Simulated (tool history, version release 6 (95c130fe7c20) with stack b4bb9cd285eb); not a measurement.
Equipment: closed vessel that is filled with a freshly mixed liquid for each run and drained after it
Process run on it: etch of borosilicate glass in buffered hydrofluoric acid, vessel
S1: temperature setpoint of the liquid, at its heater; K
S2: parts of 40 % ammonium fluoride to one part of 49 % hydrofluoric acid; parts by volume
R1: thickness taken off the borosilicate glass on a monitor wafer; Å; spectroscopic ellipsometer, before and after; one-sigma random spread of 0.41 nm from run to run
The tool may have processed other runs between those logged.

{"run": 1, "day": 0.0, "S1": 296.15, "S2": 22, "time in the liquid (s)": 180, "R1": 859.91}
{"run": 2, "day": 0.075, "S1": 299.65, "S2": 22, "time in the liquid (s)": 180, "R1": 1057.7}
{"run": 3, "day": 0.142, "S1": 299.65, "S2": 15.5, "time in the liquid (s)": 180, "R1": 1442.8}
{"run": 4, "day": 0.292, "S1": 299.65, "S2": 13, "time in the liquid (s)": 180, "R1": 1726.1}
{"run": 5, "day": 0.538, "S1": 299.65, "S2": 13, "time in the liquid (s)": 190, "R1": 1795}
{"run": 6, "day": 0.888, "S1": 301.65, "S2": 13, "time in the liquid (s)": 190, "R1": 2021.7}
{"run": 7, "day": 1.038, "S1": 300.15, "S2": 14.5, "time in the liquid (s)": 190, "R1": 1670}
{"run": 8, "day": 1.071, "S1": 296.15, "S2": 21.5, "time in the liquid (s)": 190, "R1": 928.39}
{"run": 9, "day": 1.383, "S1": 295.65, "S2": 21.5, "time in the liquid (s)": 190, "R1": 911.91}
{"run": 10, "day": 1.758, "S1": 295.15, "S2": 22, "time in the liquid (s)": 190, "R1": 864.19}
{"run": 11, "day": 2.017, "S1": 294.65, "S2": 22.5, "time in the liquid (s)": 190, "R1": 821.11}

Estimate the outcome of run 12 from the log above:
{"run": 12, "day": 2.312, "S1": 294.15, "S2": 22.5, "time in the liquid (s)": 190, "R1": "?"}

R1: 808.36 Å
